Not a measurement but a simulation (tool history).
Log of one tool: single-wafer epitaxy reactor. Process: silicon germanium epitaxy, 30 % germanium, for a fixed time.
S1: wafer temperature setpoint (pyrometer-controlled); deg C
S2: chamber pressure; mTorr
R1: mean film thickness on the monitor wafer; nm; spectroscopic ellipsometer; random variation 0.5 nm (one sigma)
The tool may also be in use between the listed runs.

run 1 hour=0.0 | S1=620 S2=24100 | R1=94.742
run 2 hour=8.6 | S1=620 S2=22000 | R1=90.715
run 3 hour=16.9 | S1=620 S2=18700 | R1=83.938
run 4 hour=23.2 | S1=627 S2=18800 | R1=94.005
run 5 hour=27.9 | S1=616 S2=18800 | R1=79.486
run 6 hour=36.8 | S1=616 S2=22400 | R1=86.387
run 7 hour=45.1 | S1=628 S2=22600 | R1=104.300

Run 8 comes next. What will it give?
run 8 hour=50.8 | S1=631 S2=22600 | R1=?

R1: 108.780 nm

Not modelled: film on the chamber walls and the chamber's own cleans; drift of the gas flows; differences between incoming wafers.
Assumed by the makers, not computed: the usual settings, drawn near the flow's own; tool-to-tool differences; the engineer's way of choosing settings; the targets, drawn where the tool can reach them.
